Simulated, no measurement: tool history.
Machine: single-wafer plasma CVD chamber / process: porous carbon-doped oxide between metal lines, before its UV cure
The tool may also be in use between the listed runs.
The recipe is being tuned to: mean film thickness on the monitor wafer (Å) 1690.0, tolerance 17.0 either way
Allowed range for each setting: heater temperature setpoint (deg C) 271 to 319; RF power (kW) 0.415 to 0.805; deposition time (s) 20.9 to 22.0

run	day	heater temperature setpoint (deg C)	RF power (kW)	deposition time (s)	mean film thickness on the monitor wafer (Å)
1	0.000	295	0.610	22.0	1420.4
2	0.100	285	0.610	22.0	1523.0
3	0.392	281	0.615	22.0	1571.5
4	0.608	281	0.615	22.0	1578.3
5	0.667	278	0.615	22.0	1616.9
6	0.871	288	0.615	22.0	1502.4
7	1.100	283	0.615	22.0	1559.1
# day 1.138: RF generator calibrated
8	1.138	279	0.615	22.0	1718.2
9	1.358	280	0.615	22.0	1710.0

Next run, 4 choices. One meets every target within its allowed miss, the rest don't. Which?
A	1.579	287	0.670	21.8	?
B	1.579	274	0.590	22.0	?
C	1.579	273	0.575	22.0	?
D	1.579	272	0.585	22.0	?

move	mean film thickness on the monitor wafer (Å)
A	1747.6
B	1717.4
C	1686.7
D	1728.9
A: further off than the last run
B: further off than the last run
C: all results in spec
D: further off than the last run
Answer: C
